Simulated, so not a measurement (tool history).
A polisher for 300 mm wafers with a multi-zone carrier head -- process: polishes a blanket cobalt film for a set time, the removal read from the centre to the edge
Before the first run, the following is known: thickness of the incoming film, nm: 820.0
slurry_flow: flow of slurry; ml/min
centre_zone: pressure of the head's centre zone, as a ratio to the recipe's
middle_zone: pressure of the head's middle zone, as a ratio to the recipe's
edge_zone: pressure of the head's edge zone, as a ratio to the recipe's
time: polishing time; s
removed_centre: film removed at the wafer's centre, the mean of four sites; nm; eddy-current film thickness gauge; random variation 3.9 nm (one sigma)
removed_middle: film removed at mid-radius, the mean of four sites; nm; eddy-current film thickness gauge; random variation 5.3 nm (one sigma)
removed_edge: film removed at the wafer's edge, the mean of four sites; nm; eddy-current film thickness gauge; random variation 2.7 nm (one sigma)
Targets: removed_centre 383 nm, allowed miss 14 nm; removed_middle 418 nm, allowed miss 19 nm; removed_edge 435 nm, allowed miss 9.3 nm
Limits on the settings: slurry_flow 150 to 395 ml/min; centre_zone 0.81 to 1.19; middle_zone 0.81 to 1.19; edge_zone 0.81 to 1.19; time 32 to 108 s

run,hour,slurry_flow,centre_zone,middle_zone,edge_zone,time,removed_centre,removed_middle,removed_edge
1,0,250,1,1,1,70,315.19,318.12,316.86
2,3.4,255,1,1.01,1.02,72,328.6,327.72,330.37
3,9.2,280,1,1.01,1.02,72,330.48,329.62,331.27
4,11.9,280,0.99,1.02,1.04,74,326.75,334.97,345.26
5,16.1,280,1,1.04,1.05,76,351.27,364.06,357.48
6,18.5,280,1,1.04,1.07,77,353.82,358.37,361.41
7,23.4,285,0.99,1.05,1.08,78,355.87,367.48,371.02
8,26.4,290,0.98,1.06,1.09,79,365.28,382.21,377.02
9,34.7,300,0.89,1.02,1.19,87,367.28,412.78,439.42

4 candidate next runs follow, results not yet known. Just one meets every target within its allowed miss. Identify it.
A,43,275,0.86,0.91,1.19,87,?,?,?
B,43,310,0.94,0.99,1.19,81,?,?,?
C,43,310,1.03,0.93,1.18,86,?,?,?
D,43,320,0.95,1.06,1.18,87,?,?,?

move,removed_centre,removed_middle,removed_edge
A,353.35,362.62,437.97
B,357.07,366.43,410.97
C,407.15,369.05,434.76
D,388.11,418.23,440.02
A: misses by more than the last run did
B: misses by more than the last run did
C: carries the result that was furthest off beyond its target, to the other side
D: each result inside its tolerance
Go with D: it meets all targets.

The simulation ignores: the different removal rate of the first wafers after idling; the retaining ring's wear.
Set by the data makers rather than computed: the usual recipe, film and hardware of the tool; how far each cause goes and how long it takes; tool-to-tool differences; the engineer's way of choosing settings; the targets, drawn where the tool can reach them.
